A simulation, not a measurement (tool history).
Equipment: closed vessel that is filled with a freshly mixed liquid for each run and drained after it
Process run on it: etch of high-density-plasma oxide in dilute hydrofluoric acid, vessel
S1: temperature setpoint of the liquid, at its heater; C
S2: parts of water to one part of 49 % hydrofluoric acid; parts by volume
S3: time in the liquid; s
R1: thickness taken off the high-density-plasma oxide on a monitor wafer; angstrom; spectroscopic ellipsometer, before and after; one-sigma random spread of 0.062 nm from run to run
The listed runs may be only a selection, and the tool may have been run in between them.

run	hour	S1	S2	S3	R1
1	0.0	21.0	125	145	58.552
2	5.1	22.0	125	145	60.848
3	13.5	23.0	125	145	63.064
4	14.5	24.0	125	145	65.365
5	17.9	25.0	125	145	68.060
# hour 26.1: hydrofluoric acid flow meter replaced
6	26.1	25.0	125	145	61.777
7	27.5	25.0	125	145	62.968
8	35.9	25.5	120	145	66.832

For run 9, what comes out?
9	40.8	26.0	115	145	?

R1: 71.307 angstrom

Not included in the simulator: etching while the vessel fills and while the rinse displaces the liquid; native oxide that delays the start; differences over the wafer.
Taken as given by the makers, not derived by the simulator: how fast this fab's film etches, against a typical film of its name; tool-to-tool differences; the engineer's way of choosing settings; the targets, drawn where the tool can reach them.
